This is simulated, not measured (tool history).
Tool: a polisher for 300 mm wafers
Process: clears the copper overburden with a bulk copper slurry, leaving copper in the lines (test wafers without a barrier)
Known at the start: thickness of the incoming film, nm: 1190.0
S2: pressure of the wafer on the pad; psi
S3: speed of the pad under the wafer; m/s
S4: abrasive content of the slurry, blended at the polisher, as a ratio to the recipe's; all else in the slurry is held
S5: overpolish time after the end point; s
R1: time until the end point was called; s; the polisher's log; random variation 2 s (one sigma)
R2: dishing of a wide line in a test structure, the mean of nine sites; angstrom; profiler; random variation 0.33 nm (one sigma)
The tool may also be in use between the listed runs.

Run 1, hour 0.0: flow of slurry (ml/min) 170, S2 2.6 psi, S3 1.26 m/s, S4 1.00, S5 25 s. Result: R1 100.690 s, R2 230.89 angstrom.
Run 2, hour 5.5: flow of slurry (ml/min) 170, S2 2.6 psi, S3 1.26 m/s, S4 1.00, S5 30 s. Result: R1 101.060 s, R2 225.60 angstrom.
Run 3, hour 8.0: flow of slurry (ml/min) 135, S2 2.6 psi, S3 1.26 m/s, S4 1.00, S5 30 s. Result: R1 105.020 s, R2 231.63 angstrom.
Run 4, hour 11.4: flow of slurry (ml/min) 135, S2 2.6 psi, S3 1.26 m/s, S4 1.10, S5 30 s. Result: R1 105.180 s, R2 216.89 angstrom.
Run 5, hour 13.8: flow of slurry (ml/min) 135, S2 2.6 psi, S3 1.26 m/s, S4 1.25, S5 30 s. Result: R1 102.120 s, R2 226.62 angstrom.
Run 6, hour 18.2: flow of slurry (ml/min) 135, S2 3.0 psi, S3 1.26 m/s, S4 1.25, S5 30 s. Result: R1 91.001 s, R2 225.87 angstrom.
Run 7, hour 20.3: flow of slurry (ml/min) 130, S2 2.8 psi, S3 1.26 m/s, S4 1.25, S5 31 s. Result: R1 96.503 s, R2 227.10 angstrom.
Run 8, hour 23.1: flow of slurry (ml/min) 130, S2 2.8 psi, S3 1.26 m/s, S4 1.25, S5 31 s. Result: R1 96.070 s, R2 233.88 angstrom.

Forecast run 9:
Run 9, hour 24.7: flow of slurry (ml/min) 130, S2 2.7 psi, S3 1.26 m/s, S4 1.20, S5 30 s. Result: R1 ?, R2 ?.

{"run 9": {"R1": 100.47, "R2": 233.14}}
